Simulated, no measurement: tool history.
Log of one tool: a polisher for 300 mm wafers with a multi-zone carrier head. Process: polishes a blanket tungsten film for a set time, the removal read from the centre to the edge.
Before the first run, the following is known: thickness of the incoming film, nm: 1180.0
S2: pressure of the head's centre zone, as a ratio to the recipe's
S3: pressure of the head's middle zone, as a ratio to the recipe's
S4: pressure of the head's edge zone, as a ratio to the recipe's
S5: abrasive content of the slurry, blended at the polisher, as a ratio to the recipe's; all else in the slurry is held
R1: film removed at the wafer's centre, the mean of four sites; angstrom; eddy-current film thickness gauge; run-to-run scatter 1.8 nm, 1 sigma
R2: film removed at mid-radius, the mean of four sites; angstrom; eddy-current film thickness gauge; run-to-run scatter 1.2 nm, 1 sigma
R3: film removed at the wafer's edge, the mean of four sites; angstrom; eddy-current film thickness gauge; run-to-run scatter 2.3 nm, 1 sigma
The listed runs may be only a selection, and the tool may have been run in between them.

Run 1, hour 0.0: flow of slurry (ml/min) 245, S2 1.00, S3 1.00, S4 1.00, S5 1.00, polishing time (s) 34. Result: R1 1544.2 angstrom, R2 1584.3 angstrom, R3 1568.7 angstrom.
Run 2, hour 6.0: flow of slurry (ml/min) 245, S2 0.94, S3 1.00, S4 1.00, S5 1.00, polishing time (s) 34. Result: R1 1444.2 angstrom, R2 1580.8 angstrom, R3 1523.2 angstrom.
Run 3, hour 8.8: flow of slurry (ml/min) 245, S2 0.99, S3 1.00, S4 1.00, S5 1.00, polishing time (s) 34. Result: R1 1522.5 angstrom, R2 1580.8 angstrom, R3 1539.2 angstrom.
Run 4, hour 17.7: flow of slurry (ml/min) 255, S2 1.02, S3 1.02, S4 1.03, S5 1.05, polishing time (s) 34. Result: R1 1582.7 angstrom, R2 1625.5 angstrom, R3 1617.0 angstrom.
Run 5, hour 20.6: flow of slurry (ml/min) 205, S2 1.02, S3 1.02, S4 1.03, S5 1.05, polishing time (s) 34. Result: R1 1530.9 angstrom, R2 1590.2 angstrom, R3 1553.1 angstrom.
Run 6, hour 25.6: flow of slurry (ml/min) 225, S2 1.05, S3 1.04, S4 1.04, S5 1.10, polishing time (s) 34. Result: R1 1638.3 angstrom, R2 1648.8 angstrom, R3 1589.8 angstrom.
Run 7, hour 31.6: flow of slurry (ml/min) 225, S2 1.05, S3 1.04, S4 1.04, S5 1.10, polishing time (s) 34. Result: R1 1627.0 angstrom, R2 1648.2 angstrom, R3 1594.1 angstrom.
Run 8, hour 35.8: flow of slurry (ml/min) 240, S2 1.07, S3 1.05, S4 1.06, S5 1.15, polishing time (s) 34. Result: R1 1703.7 angstrom, R2 1693.0 angstrom, R3 1605.5 angstrom.
Run 9, hour 40.0: flow of slurry (ml/min) 245, S2 1.07, S3 1.04, S4 1.08, S5 1.20, polishing time (s) 35. Result: R1 1787.4 angstrom, R2 1759.9 angstrom, R3 1752.3 angstrom.
Run 10, hour 41.1: flow of slurry (ml/min) 260, S2 1.08, S3 1.05, S4 1.09, S5 1.20, polishing time (s) 35. Result: R1 1847.9 angstrom, R2 1783.9 angstrom, R3 1738.2 angstrom.
Run 11, hour 45.4: flow of slurry (ml/min) 270, S2 1.08, S3 1.05, S4 1.10, S5 1.20, polishing time (s) 35. Result: R1 1843.4 angstrom, R2 1793.7 angstrom, R3 1804.3 angstrom.
Run 12, hour 50.1: flow of slurry (ml/min) 280, S2 1.09, S3 1.06, S4 1.10, S5 1.20, polishing time (s) 35. Result: R1 1850.1 angstrom, R2 1832.0 angstrom, R3 1770.9 angstrom.
Run 13, hour 52.6: flow of slurry (ml/min) 290, S2 1.10, S3 1.06, S4 1.11, S5 1.20, polishing time (s) 35. Result: R1 1890.7 angstrom, R2 1810.9 angstrom, R3 1789.3 angstrom.
Run 14, hour 58.7: flow of slurry (ml/min) 295, S2 1.11, S3 1.07, S4 1.12, S5 1.20, polishing time (s) 35. Result: R1 1909.5 angstrom, R2 1851.2 angstrom, R3 1797.3 angstrom.

Run 15 is up next; what results do you expect?
Run 15, hour 64.7: flow of slurry (ml/min) 345, S2 1.15, S3 1.07, S4 1.19, S5 1.25, polishing time (s) 35. Result: R1 ?, R2 ?, R3 ?.

R1: 2039.2 angstrom
R2: 1877.6 angstrom
R3: 1876.4 angstrom
